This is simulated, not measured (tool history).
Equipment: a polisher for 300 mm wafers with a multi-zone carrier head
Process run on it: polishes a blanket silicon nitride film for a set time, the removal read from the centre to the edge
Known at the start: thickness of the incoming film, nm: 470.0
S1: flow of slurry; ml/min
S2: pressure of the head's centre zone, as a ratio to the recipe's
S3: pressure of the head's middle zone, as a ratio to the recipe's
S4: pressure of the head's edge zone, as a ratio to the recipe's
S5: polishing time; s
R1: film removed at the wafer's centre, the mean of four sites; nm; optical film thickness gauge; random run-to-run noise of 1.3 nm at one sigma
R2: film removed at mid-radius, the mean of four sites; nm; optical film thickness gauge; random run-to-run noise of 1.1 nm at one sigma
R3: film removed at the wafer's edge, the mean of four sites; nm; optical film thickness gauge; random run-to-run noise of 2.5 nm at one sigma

Run 1, hour 0.0: S1 160 ml/min, S2 1.00, S3 1.00, S4 1.00, S5 55 s. Result: R1 129.60 nm, R2 136.15 nm, R3 139.94 nm.
Run 2, hour 5.9: S1 165 ml/min, S2 1.00, S3 1.01, S4 1.04, S5 57 s. Result: R1 137.56 nm, R2 142.07 nm, R3 150.03 nm.
Run 3, hour 7.5: S1 175 ml/min, S2 0.99, S3 1.03, S4 1.07, S5 58 s. Result: R1 138.46 nm, R2 147.83 nm, R3 154.78 nm.
Run 4, hour 9.7: S1 200 ml/min, S2 0.99, S3 1.03, S4 1.07, S5 58 s. Result: R1 140.26 nm, R2 150.01 nm, R3 157.36 nm.
Run 5, hour 12.4: S1 205 ml/min, S2 0.99, S3 1.04, S4 1.09, S5 59 s. Result: R1 141.67 nm, R2 155.02 nm, R3 162.64 nm.
Run 6, hour 18.6: S1 210 ml/min, S2 1.00, S3 1.05, S4 1.11, S5 60 s. Result: R1 146.30 nm, R2 158.85 nm, R3 167.41 nm.
Run 7, hour 21.8: S1 215 ml/min, S2 1.00, S3 1.06, S4 1.12, S5 61 s. Result: R1 151.02 nm, R2 162.77 nm, R3 168.98 nm.
Run 8, hour 25.3: S1 220 ml/min, S2 1.00, S3 1.06, S4 1.13, S5 62 s. Result: R1 153.96 nm, R2 166.47 nm, R3 173.75 nm.
Run 9, hour 33.2: S1 220 ml/min, S2 1.00, S3 1.06, S4 1.14, S5 63 s. Result: R1 155.08 nm, R2 170.12 nm, R3 171.64 nm.
Run 10, hour 41.9: S1 220 ml/min, S2 1.00, S3 1.06, S4 1.14, S5 63 s. Result: R1 154.67 nm, R2 168.39 nm, R3 179.74 nm.

What does the tool deliver on the next run?
Run 11, hour 50.2: S1 220 ml/min, S2 1.00, S3 1.06, S4 1.15, S5 63 s. Result: R1 ?, R2 ?, R3 ?.

{"run 11": {"R1": 155.71, "R2": 170.7, "R3": 177.87}}
